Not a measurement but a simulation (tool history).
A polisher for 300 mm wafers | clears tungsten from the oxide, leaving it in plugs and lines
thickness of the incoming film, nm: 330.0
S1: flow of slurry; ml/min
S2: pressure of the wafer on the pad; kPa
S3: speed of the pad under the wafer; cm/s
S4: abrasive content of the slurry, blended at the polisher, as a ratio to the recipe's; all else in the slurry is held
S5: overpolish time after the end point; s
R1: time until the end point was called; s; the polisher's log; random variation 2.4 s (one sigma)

run 1 day=0.000 | S1=245 S2=20.7 S3=130 S4=1.0 S5=43 | R1=82.620
run 2 day=0.246 | S1=245 S2=19.3 S3=126 S4=1.0 S5=43 | R1=91.256
run 3 day=0.488 | S1=245 S2=17.9 S3=122 S4=1.0 S5=43 | R1=101.380
run 4 day=0.771 | S1=190 S2=17.9 S3=122 S4=1.0 S5=43 | R1=106.160
run 5 day=0.942 | S1=190 S2=16.5 S3=120 S4=1.0 S5=43 | R1=113.310
run 6 day=1.125 | S1=190 S2=14.5 S3=120 S4=1.0 S5=43 | R1=125.630

Forecast run 7:
run 7 day=1.467 | S1=190 S2=13.8 S3=118 S4=1.0 S5=43 | R1=?

Run 7 gave R1 136.120 s.
